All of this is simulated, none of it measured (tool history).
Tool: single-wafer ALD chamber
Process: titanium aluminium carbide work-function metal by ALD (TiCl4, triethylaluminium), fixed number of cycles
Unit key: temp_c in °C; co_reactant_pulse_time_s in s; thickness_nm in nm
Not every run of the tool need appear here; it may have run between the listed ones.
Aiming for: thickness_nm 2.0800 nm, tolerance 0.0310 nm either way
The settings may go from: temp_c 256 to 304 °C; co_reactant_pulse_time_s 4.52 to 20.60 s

run  hour  temp_c  co_reactant_pulse_time_s  thickness_nm
  1   0.0     280                     12.56        1.8271
  2   4.2     272                     12.56        1.7791
  3  11.8     265                     12.56        1.7069
  4  13.5     276                     13.66        1.8062
  5  14.1     276                     12.24        1.7740
  6  17.6     283                     13.94        1.8844
  7  24.7     283                     13.94        1.8780
  8  27.4     289                     14.51        1.9330
     32.1  -- triethylaluminium bottle replaced
  9  32.1     293                     15.03        2.0285

Below are 4 possible settings for the next run. Only one of them brings all results inside the allowed miss of their targets. Which is it?
  A  36.8     287                     12.74             ?
  B  36.8     290                     15.81             ?
  C  36.8     298                     15.23             ?
  D  36.8     286                     11.33             ?

move  thickness_nm
   A        1.9648
   B        2.0060
   C        2.0707
   D        1.9409
A: its largest miss is bigger than the last run's
B: its largest miss is bigger than the last run's
C: meets every target
D: its largest miss is bigger than the last run's
Answer: C
